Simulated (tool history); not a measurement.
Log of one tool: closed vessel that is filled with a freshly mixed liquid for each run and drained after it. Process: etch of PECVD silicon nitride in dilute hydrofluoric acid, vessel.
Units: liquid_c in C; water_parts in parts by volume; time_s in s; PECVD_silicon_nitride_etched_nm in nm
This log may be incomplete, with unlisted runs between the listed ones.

run  hour  liquid_c  water_parts  time_s  PECVD_silicon_nitride_etched_nm
  1   0.0      24.0           85     405                          10.9050
  2   7.6      20.5           85     405                           8.7221
  3  15.6      18.0           85     405                           7.2923
  4  19.1      20.5           85     405                           8.7225
  5  24.3      20.0           85     405                           8.3621
  6  32.6      20.0           65     405                          10.8350

What does the tool deliver on the next run?
  7  36.8      19.5           70     405                                ?

PECVD_silicon_nitride_etched_nm: 9.7669 nm

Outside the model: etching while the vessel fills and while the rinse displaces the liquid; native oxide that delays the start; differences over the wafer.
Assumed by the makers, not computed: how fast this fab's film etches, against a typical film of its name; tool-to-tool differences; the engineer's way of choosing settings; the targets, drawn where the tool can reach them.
